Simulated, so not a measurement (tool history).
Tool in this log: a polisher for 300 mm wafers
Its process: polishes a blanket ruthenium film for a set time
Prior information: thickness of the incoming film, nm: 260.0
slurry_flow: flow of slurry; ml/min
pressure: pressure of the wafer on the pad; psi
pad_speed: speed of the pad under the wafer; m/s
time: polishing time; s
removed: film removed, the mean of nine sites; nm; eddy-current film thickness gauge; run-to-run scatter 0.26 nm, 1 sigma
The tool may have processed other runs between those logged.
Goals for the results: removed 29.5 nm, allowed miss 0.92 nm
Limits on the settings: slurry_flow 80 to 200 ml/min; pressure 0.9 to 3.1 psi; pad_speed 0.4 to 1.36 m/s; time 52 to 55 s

run 1 hour=0 | slurry_flow=130 pressure=2 pad_speed=0.88 time=52 | removed=46.704
run 2 hour=4.1 | slurry_flow=130 pressure=2 pad_speed=0.74 time=52 | removed=39.31
run 3 hour=11.9 | slurry_flow=130 pressure=2 pad_speed=0.74 time=55 | removed=42.316
run 4 hour=18.1 | slurry_flow=130 pressure=2 pad_speed=0.94 time=55 | removed=52.105
run 5 hour=22.1 | slurry_flow=110 pressure=2 pad_speed=0.94 time=55 | removed=51.63
run 6 hour=29.9 | slurry_flow=140 pressure=2 pad_speed=0.94 time=55 | removed=52.597
run 7 hour=37.2 | slurry_flow=140 pressure=1.8 pad_speed=0.94 time=55 | removed=48.857
run 8 hour=42.3 | slurry_flow=140 pressure=1.6 pad_speed=0.92 time=55 | removed=41.787
run 9 hour=43.5 | slurry_flow=140 pressure=1.5 pad_speed=0.92 time=55 | removed=39.624
run 10 hour=44.9 | slurry_flow=135 pressure=1.4 pad_speed=0.92 time=55 | removed=36.342
run 11 hour=51.8 | slurry_flow=130 pressure=1.4 pad_speed=0.92 time=55 | removed=36.671
run 12 hour=54.1 | slurry_flow=125 pressure=1.3 pad_speed=0.92 time=55 | removed=33.303

Pick the move, out of 5, that brings all results within their allowed miss; only one does.
run A hour=56.4 | slurry_flow=150 pressure=1.2 pad_speed=0.9 time=52 | removed=?
run B hour=56.4 | slurry_flow=105 pressure=1.2 pad_speed=0.98 time=53 | removed=?
run C hour=56.4 | slurry_flow=110 pressure=1.2 pad_speed=1.02 time=52 | removed=?
run D hour=56.4 | slurry_flow=160 pressure=1.1 pad_speed=1.06 time=52 | removed=?
run E hour=56.4 | slurry_flow=110 pressure=1.1 pad_speed=1.12 time=52 | removed=?

move=A removed=29.62
move=B removed=30.689
move=C removed=31.609
move=D removed=32.307
move=E removed=31.883
A: hits every target within its allowed miss
B: closes in on the targets versus the last run, not all within tolerance yet
C: closes in on the targets versus the last run, not all within tolerance yet
D: closes in on the targets versus the last run, not all within tolerance yet
E: closes in on the targets versus the last run, not all within tolerance yet
Move A is the one to make.
